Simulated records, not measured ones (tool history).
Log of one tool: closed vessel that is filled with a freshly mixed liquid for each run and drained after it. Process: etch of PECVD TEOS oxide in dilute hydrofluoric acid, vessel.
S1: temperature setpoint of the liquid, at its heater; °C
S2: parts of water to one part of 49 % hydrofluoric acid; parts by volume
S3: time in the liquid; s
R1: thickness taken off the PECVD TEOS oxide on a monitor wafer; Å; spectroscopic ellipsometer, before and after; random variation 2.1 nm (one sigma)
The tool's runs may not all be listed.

run    day  S1   S2   S3      R1
  1  0.000  25  125  940  954.26
  2  0.129  22  125  940  835.08
  3  0.383  22  160  940  624.49
  4  0.654  22  145  940  708.73
  5  0.750  22  145  940  713.03
  6  0.838  23  135  940  812.24
  7  1.133  23  135  940  796.83

Run 8 comes next. What will it give?
  8  1.462  24  125  940   ?

Run 8 gave R1 907.11 Å.
